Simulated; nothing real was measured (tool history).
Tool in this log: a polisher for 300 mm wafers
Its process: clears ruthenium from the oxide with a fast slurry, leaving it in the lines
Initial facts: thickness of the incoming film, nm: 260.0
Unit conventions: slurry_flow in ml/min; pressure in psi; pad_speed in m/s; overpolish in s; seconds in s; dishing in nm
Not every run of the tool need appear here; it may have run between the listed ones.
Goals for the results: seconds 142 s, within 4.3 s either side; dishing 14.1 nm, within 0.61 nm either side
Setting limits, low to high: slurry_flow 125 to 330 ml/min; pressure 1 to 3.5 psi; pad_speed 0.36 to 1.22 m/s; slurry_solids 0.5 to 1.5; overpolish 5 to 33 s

run 1 hour=0 | slurry_flow=210 pressure=2.2 pad_speed=0.78 slurry_solids=1 overpolish=17 | seconds=102.28 dishing=18.087
run 2 hour=3.3 | slurry_flow=205 pressure=2 pad_speed=0.78 slurry_solids=1 overpolish=16 | seconds=112.85 dishing=16.615
run 3 hour=6.4 | slurry_flow=205 pressure=2 pad_speed=0.78 slurry_solids=1.2 overpolish=16 | seconds=105.51 dishing=17.04
run 4 hour=9.2 | slurry_flow=205 pressure=2 pad_speed=0.78 slurry_solids=1.2 overpolish=19 | seconds=104.84 dishing=18.848
run 5 hour=12.5 | slurry_flow=205 pressure=2 pad_speed=0.7 slurry_solids=1.2 overpolish=19 | seconds=114.9 dishing=18.104
run 6 hour=13.8 | slurry_flow=255 pressure=2 pad_speed=0.7 slurry_solids=1.2 overpolish=19 | seconds=114.63 dishing=17.817
run 7 hour=15.7 | slurry_flow=255 pressure=1.8 pad_speed=0.7 slurry_solids=1.2 overpolish=17 | seconds=127.31 dishing=16.051
run 8 hour=24.4 | slurry_flow=255 pressure=1.7 pad_speed=0.7 slurry_solids=1.2 overpolish=16 | seconds=134.56 dishing=15.399
run 9 hour=27.8 | slurry_flow=255 pressure=1.7 pad_speed=0.7 slurry_solids=1.2 overpolish=15 | seconds=132.33 dishing=14.416
run 10 hour=29.9 | slurry_flow=235 pressure=1.5 pad_speed=0.7 slurry_solids=1.2 overpolish=15 | seconds=151.07 dishing=13.524

Which of these 5 next moves meets every target?
run A hour=32 | slurry_flow=260 pressure=1.6 pad_speed=0.78 slurry_solids=1.1 overpolish=14 | seconds=? dishing=?
run B hour=32 | slurry_flow=235 pressure=1.5 pad_speed=0.74 slurry_solids=1.2 overpolish=15 | seconds=? dishing=?
run C hour=32 | slurry_flow=275 pressure=1.8 pad_speed=0.72 slurry_solids=1 overpolish=14 | seconds=? dishing=?
run D hour=32 | slurry_flow=235 pressure=1.3 pad_speed=0.72 slurry_solids=1.15 overpolish=17 | seconds=? dishing=?
run E hour=32 | slurry_flow=250 pressure=1.5 pad_speed=0.7 slurry_solids=1 overpolish=17 | seconds=? dishing=?

move=A seconds=129.59 dishing=14.115
move=B seconds=141.49 dishing=13.956
move=C seconds=129.32 dishing=14.133
move=D seconds=169.27 dishing=13.503
move=E seconds=159.59 dishing=13.997
A: moves the result that the last run missed by most past its target, out the other side
B: each result inside its tolerance
C: moves the result that the last run missed by most past its target, out the other side
D: moves away from the targets compared with the last run
E: moves away from the targets compared with the last run
Correct choice: B, which meets every target
